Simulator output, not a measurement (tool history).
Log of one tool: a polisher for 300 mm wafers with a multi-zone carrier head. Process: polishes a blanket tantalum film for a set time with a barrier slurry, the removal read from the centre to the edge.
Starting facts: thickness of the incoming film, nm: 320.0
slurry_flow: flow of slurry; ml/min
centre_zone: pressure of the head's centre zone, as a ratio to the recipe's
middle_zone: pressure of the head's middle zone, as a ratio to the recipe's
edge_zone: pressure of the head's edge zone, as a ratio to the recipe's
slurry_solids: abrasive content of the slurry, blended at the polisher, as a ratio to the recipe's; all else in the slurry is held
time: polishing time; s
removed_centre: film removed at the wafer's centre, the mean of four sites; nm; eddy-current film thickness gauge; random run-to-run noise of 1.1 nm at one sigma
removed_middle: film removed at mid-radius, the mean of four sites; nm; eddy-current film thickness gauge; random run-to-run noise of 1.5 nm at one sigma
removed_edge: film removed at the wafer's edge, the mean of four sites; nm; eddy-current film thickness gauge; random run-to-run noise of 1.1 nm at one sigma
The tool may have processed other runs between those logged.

run	hour	slurry_flow	centre_zone	middle_zone	edge_zone	slurry_solids	time	removed_centre	removed_middle	removed_edge
1	0	250	1	1	1	1	44	87.5	88.738	88.831
2	4.9	250	1	1.06	1	1	44	86.406	90.82	87.815
3	11.3	260	1	1.08	1.03	1.1	46	93.001	98.92	95.113
4	17.7	260	1.08	1.08	1.03	1.1	46	97.495	101.13	97.055
5	18.5	290	1.08	1.08	1.03	1.1	46	98.393	102.96	98.007
6	23.7	300	1.09	1.09	1.06	1.2	47	103.51	105.79	103.38

The next listed run, before its measurement:
7	24.6	305	1.08	1.11	1.08	1.25	49	?	?	?

{"run 7": {"removed_centre": 107.12, "removed_middle": 113.73, "removed_edge": 110.71}}
